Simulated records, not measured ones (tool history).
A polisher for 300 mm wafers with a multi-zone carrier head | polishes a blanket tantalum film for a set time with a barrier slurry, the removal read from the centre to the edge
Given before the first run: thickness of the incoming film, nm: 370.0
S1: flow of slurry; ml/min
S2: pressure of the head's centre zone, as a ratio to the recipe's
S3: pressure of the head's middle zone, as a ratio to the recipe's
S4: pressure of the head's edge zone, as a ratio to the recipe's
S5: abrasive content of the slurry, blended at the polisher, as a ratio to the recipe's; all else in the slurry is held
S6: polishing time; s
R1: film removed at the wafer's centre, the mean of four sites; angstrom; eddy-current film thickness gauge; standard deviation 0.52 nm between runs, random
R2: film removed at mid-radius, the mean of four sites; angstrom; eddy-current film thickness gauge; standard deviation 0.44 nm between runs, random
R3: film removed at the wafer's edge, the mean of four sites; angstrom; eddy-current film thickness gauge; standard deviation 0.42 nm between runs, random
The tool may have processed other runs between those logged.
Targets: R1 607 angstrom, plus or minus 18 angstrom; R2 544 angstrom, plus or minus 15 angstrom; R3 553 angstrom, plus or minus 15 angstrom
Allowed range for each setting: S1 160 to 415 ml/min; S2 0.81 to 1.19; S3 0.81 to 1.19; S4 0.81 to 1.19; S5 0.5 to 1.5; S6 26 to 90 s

run  hour   S1    S2    S3    S4    S5  S6      R1      R2      R3
  1     0  265     1     1     1     1  58  640.71  625.54   646.8
  2   0.9  255  1.01  0.98  0.95  0.95  58  652.54  617.36  625.29
  3   1.8  255  1.01  0.94  0.95  0.95  58  635.99  596.24  631.64
  4   3.5  250  1.02  0.93  0.92  0.85  58  627.35  577.88  603.71
  5   7.7  250  1.02  0.93  0.92  0.85  47  511.56  465.03  489.46
  6  15.9  265  1.04  0.96  0.96   0.9  47  525.83  482.96  508.24
  7  16.8  275  1.07  0.99  0.98  0.95  47  549.16   500.3   518.8
  8  19.4  285  1.09  1.01  0.99     1  47  572.54  522.28  528.68

Which one of the following 5 next-run settings gets every result inside its allowed miss? There is exactly one.
  A    22  230  1.08  1.17  0.96   1.1  46   ?   ?   ?
  B    22  305  1.05  1.04  0.95     1  48   ?   ?   ?
  C    22  260  0.99  0.98  1.04  0.95  50   ?   ?   ?
  D    22  255  1.14  1.04  1.05     1  48   ?   ?   ?
  E    22  265  1.17  0.97  0.97  0.95  46   ?   ?   ?

move      R1      R2      R3
   A  550.26  571.96  506.38
   B  563.12  543.49  527.18
   C  538.89  525.91  562.54
   D  601.32  534.78  546.82
   E  587.69  480.09  501.08
A: the biggest miss grows against the last run
B: the biggest miss grows against the last run
C: the biggest miss grows against the last run
D: meets every target
E: the biggest miss grows against the last run
Answer: D
